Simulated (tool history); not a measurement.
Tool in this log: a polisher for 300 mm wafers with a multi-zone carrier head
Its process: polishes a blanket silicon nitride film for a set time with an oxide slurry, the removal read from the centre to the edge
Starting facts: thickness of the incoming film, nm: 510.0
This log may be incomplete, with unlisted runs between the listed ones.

run,hour,flow of slurry (ml/min),pressure of the head's centre zone,pressure of the head's middle zone,pressure of the head's edge zone,abrasive content of the slurry,polishing time (s),film removed at the wafer's centre (angstrom),film removed at mid-radius (angstrom),film removed at the wafer's edge (angstrom)
1,0,165,1,1,1,1,86,693.54,706.39,704.6
2,5,120,1,1,1,1,86,637.55,660.95,678.44
3,11.7,100,1,1,1,1,86,599.5,621.17,634.54
4,19.1,115,1,1,1.01,1,86,634.13,646.29,661.83
5,21.5,115,1,1,1.01,1,97,704.73,732.08,754.41
6,29.1,125,1,1,1.01,1,97,733.37,749.91,772.01
7,29.8,125,1,1,1.01,1,97,733.85,749.17,752.86
8,33.1,130,1,1,1.02,1,97,741.17,773.63,782.44
9,36.8,135,1,1,1.02,1,97,756.27,773.99,759.53
10,39.4,140,1,0.99,1.01,1,97,742.09,774.46,785.99
11,47.7,145,1.01,0.99,1.01,1,97,767.29,772.64,801.27
12,55.7,150,1.01,0.99,1.01,1,97,777.41,772.53,794.01

The next listed run, before its measurement:
13,62.4,150,1.01,0.99,1.01,1,97,?,?,?

Run 13 came out at film removed at the wafer's centre (angstrom) 773.28, film removed at mid-radius (angstrom) 790.66, film removed at the wafer's edge (angstrom) 800.93.

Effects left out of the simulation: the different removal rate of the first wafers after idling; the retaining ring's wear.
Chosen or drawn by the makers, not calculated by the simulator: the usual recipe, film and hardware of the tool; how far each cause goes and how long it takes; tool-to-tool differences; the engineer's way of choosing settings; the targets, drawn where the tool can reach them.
